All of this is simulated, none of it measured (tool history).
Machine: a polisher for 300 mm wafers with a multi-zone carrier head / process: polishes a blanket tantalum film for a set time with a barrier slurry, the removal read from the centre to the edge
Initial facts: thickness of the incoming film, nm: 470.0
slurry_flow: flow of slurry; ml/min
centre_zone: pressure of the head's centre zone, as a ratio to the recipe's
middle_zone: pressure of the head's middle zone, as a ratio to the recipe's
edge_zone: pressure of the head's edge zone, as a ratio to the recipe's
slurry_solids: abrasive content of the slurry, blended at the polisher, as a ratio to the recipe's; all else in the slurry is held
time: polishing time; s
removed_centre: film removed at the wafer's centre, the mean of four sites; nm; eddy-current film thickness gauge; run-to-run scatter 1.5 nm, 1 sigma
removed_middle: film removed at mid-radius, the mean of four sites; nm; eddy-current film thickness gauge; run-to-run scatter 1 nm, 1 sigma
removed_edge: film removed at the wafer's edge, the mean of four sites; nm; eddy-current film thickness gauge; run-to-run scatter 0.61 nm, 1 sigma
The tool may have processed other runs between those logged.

run 1 hour=0.0 | slurry_flow=205 centre_zone=1.00 middle_zone=1.00 edge_zone=1.00 slurry_solids=1.00 time=63 | removed_centre=66.971 removed_middle=73.385 removed_edge=74.640
run 2 hour=0.9 | slurry_flow=205 centre_zone=1.00 middle_zone=1.00 edge_zone=1.00 slurry_solids=1.00 time=48 | removed_centre=51.702 removed_middle=54.748 removed_edge=56.935
run 3 hour=6.9 | slurry_flow=220 centre_zone=1.04 middle_zone=1.03 edge_zone=1.00 slurry_solids=1.10 time=51 | removed_centre=57.892 removed_middle=63.075 removed_edge=62.604
run 4 hour=8.9 | slurry_flow=230 centre_zone=1.07 middle_zone=1.02 edge_zone=0.96 slurry_solids=1.20 time=55 | removed_centre=67.992 removed_middle=70.965 removed_edge=67.149
run 5 hour=14.1 | slurry_flow=230 centre_zone=1.07 middle_zone=0.97 edge_zone=0.96 slurry_solids=1.20 time=55 | removed_centre=67.377 removed_middle=66.565 removed_edge=67.731
run 6 hour=15.2 | slurry_flow=230 centre_zone=1.13 middle_zone=0.97 edge_zone=0.96 slurry_solids=1.20 time=55 | removed_centre=70.575 removed_middle=65.193 removed_edge=68.655
run 7 hour=23.5 | slurry_flow=240 centre_zone=1.14 middle_zone=0.99 edge_zone=0.96 slurry_solids=1.25 time=57 | removed_centre=75.918 removed_middle=71.722 removed_edge=71.396

The next listed run, before its measurement:
run 8 hour=31.5 | slurry_flow=250 centre_zone=1.15 middle_zone=1.01 edge_zone=0.97 slurry_solids=1.30 time=59 | removed_centre=? removed_middle=? removed_edge=?

{"run 8": {"removed_centre": 79.093, "removed_middle": 75.995, "removed_edge": 75.115}}

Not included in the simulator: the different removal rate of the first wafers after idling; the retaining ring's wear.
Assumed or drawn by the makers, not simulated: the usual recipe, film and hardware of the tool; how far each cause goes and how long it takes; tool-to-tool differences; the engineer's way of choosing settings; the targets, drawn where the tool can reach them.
